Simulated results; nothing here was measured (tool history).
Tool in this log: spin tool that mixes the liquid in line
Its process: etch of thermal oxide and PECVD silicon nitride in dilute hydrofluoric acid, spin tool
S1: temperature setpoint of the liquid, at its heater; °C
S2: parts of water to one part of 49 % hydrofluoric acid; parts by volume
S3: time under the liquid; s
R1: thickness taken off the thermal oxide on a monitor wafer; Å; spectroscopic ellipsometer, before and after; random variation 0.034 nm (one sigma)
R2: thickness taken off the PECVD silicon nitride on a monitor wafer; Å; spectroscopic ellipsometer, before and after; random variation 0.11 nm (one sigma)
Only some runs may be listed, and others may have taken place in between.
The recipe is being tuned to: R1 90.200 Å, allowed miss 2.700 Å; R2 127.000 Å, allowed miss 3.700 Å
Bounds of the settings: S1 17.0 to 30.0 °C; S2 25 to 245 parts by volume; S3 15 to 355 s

run	hour	S1	S2	S3	R1	R2
1	0.0	22.0	135	180	58.563	69.895
2	5.3	19.0	135	180	52.191	56.928
3	7.5	19.0	135	220	63.608	70.085
4	14.6	17.0	135	220	58.639	61.045
5	17.8	17.0	135	220	58.182	59.735
6	19.5	20.0	135	220	65.927	74.688
7	20.6	22.5	135	220	73.277	88.679
8	21.7	26.5	140	220	81.204	109.300
9	27.3	27.0	140	220	83.587	112.840
10	28.1	27.5	140	220	84.570	117.950

Next run, 5 choices. One meets every target within its allowed miss, the rest don't. Which?
A	28.9	23.5	105	215	?	?
B	28.9	30.0	185	250	?	?
C	28.9	26.0	130	225	?	?
D	28.9	28.0	145	240	?	?
E	28.9	24.0	115	230	?	?

move	R1	R2
A	98.504	119.310
B	75.108	118.720
C	89.001	118.880
D	90.031	129.000
E	96.956	120.580
A: its largest miss is bigger than the last run's
B: its largest miss is bigger than the last run's
C: an improvement on the last run, though not all results are within tolerance
D: every result within its allowed miss
E: just as far off the targets as the last run
The move that meets every target is D.

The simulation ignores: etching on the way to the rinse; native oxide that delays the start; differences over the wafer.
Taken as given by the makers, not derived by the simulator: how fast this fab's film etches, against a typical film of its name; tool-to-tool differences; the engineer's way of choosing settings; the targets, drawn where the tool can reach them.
